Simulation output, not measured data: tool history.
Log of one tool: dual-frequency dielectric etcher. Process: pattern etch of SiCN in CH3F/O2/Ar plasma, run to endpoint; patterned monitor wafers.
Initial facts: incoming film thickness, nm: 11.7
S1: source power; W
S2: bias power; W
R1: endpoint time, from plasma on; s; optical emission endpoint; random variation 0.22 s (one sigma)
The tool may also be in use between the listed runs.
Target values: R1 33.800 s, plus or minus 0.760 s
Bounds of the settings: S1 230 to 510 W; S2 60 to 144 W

run,hour,S1,S2,R1
1,0.0,370,102,28.432
2,2.8,340,98,29.942
3,9.2,370,98,28.735
4,10.8,340,96,29.705
5,13.4,340,110,28.760
6,17.2,360,110,27.815
7,23.6,330,106,29.001
8,28.3,260,85,35.548
9,36.8,270,85,34.837

5 next moves are on the table. One of them brings every result within its allowed miss. Which?
A,45.3,260,75,?
B,45.3,260,77,?
C,45.3,270,79,?
D,45.3,300,82,?
E,45.3,240,95,?

move,R1
A,37.058
B,36.738
C,35.740
D,33.515
E,35.632
A: the biggest miss grows against the last run
B: the biggest miss grows against the last run
C: the biggest miss grows against the last run
D: in spec on every target
E: the biggest miss grows against the last run
The right move is D.
